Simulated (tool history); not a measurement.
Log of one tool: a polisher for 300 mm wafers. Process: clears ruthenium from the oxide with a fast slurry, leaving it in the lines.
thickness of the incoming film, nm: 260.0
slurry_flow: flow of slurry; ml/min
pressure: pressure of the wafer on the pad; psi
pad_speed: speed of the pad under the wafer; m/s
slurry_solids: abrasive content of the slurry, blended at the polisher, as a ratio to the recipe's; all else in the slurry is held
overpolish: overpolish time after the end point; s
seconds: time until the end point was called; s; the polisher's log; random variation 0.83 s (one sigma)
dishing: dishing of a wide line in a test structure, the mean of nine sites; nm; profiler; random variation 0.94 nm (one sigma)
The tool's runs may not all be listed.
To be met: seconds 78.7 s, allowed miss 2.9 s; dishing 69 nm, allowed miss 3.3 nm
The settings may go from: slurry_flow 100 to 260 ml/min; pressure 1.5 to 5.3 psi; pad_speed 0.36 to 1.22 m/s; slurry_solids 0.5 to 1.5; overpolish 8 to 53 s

run  hour  slurry_flow  pressure  pad_speed  slurry_solids  overpolish  seconds  dishing
  1     0          165       3.4       0.78              1          27   62.108   65.261
  2   2.5          200       3.4       0.78              1          27   61.158   64.879
  3   6.3          200       3.4       0.78           0.85          27   64.518   62.561
  4  10.5          200       3.2       0.78           0.85          30    69.93   63.601
  5  17.3          200       3.2       0.66           0.85          30    76.18   61.295
  6  19.4          200       3.2       0.66           0.85          22   76.755   51.549
  7  27.8          200       3.2       0.66           0.85          26   77.114   56.616
     32.3  -- worn pad replaced by a new one
  8  32.3          200       3.2       0.66           0.85          29   71.548   62.716
  9  40.9          195       3.1       0.64           0.85          31   74.694   63.618
 10  44.9          195         3       0.64           0.85          33   77.508    63.65
 11    50          195         3       0.64           0.85          35    75.78   66.887

4 next moves are on the table. One of them brings every result within its allowed miss. Which?
  A  55.1          205       3.3       0.66           0.55          32        ?        ?
  B  55.1          230         3       0.74           0.65          29        ?        ?
  C  55.1          185       3.6       0.68           0.55          40        ?        ?
  D  55.1          190       3.2       0.66           0.85          36        ?        ?

move  seconds  dishing
   A    85.33   60.248
   B   79.451   59.382
   C    78.16   69.743
   D   71.892   69.118
A: takes the result that was furthest off past its target
B: brings the result that was furthest off to its target, and leaves another outside
C: meets every target
D: further off than the last run
The right move is C.
